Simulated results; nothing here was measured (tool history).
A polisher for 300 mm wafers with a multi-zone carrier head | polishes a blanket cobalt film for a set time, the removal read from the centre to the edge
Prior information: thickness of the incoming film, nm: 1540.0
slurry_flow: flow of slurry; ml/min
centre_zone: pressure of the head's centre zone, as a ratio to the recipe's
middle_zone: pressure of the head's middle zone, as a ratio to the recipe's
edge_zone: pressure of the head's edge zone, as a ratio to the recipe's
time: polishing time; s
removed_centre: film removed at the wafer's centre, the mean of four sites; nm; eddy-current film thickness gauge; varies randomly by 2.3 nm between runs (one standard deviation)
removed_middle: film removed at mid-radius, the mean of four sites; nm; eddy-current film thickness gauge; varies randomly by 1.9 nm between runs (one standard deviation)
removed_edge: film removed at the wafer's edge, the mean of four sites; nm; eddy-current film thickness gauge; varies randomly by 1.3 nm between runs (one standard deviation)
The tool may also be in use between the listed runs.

run,hour,slurry_flow,centre_zone,middle_zone,edge_zone,time,removed_centre,removed_middle,removed_edge
1,0.0,295,1.00,1.00,1.00,48,247.48,250.41,246.93
2,4.7,290,0.98,0.98,0.98,48,242.85,244.91,242.32
3,10.5,340,0.98,0.98,0.98,48,241.33,249.30,244.59
4,16.0,340,0.98,0.98,0.95,48,248.03,250.42,241.61
5,21.1,340,0.98,0.98,0.95,42,214.07,220.67,210.85
6,24.6,340,0.97,0.97,0.96,42,212.49,217.09,209.31
7,27.8,340,0.96,0.97,0.97,42,210.25,217.71,212.53

Run 8 has not been measured yet. What should we expect?
8,34.0,340,0.95,0.97,0.98,42,?,?,?

{"run 8": {"removed_centre": 212.38, "removed_middle": 218.79, "removed_edge": 212.75}}

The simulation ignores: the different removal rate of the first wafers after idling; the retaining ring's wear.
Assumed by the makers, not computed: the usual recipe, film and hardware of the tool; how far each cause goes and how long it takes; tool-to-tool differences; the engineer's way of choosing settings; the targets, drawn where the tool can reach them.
